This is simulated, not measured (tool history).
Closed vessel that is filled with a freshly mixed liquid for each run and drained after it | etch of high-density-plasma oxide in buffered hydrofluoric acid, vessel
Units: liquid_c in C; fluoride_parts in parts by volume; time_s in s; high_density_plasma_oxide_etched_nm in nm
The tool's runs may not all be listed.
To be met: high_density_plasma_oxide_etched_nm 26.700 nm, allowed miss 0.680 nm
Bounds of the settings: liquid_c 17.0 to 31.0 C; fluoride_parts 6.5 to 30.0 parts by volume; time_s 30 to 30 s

run,day,liquid_c,fluoride_parts,time_s,high_density_plasma_oxide_etched_nm
1,0.000,23.0,19.5,30,18.561
2,0.046,24.0,19.5,30,19.575
3,0.329,21.5,19.5,30,17.261
4,0.608,21.5,14.5,30,23.001
5,0.733,21.5,10.0,30,33.451
6,0.858,21.0,10.0,30,32.054
7,1.208,20.5,10.0,30,31.241
8,1.271,17.0,10.0,30,26.201

4 next moves are on the table. One of them brings every result within its allowed miss. Which?
A,1.333,17.5,10.0,30,?
B,1.333,17.0,10.5,30,?
C,1.333,20.5,12.5,30,?
D,1.333,18.0,11.0,30,?

move,high_density_plasma_oxide_etched_nm
A,26.615
B,24.666
C,25.350
D,24.953
A: meets every target
B: further off than the last run
C: further off than the last run
D: further off than the last run
Move A is the one to make.

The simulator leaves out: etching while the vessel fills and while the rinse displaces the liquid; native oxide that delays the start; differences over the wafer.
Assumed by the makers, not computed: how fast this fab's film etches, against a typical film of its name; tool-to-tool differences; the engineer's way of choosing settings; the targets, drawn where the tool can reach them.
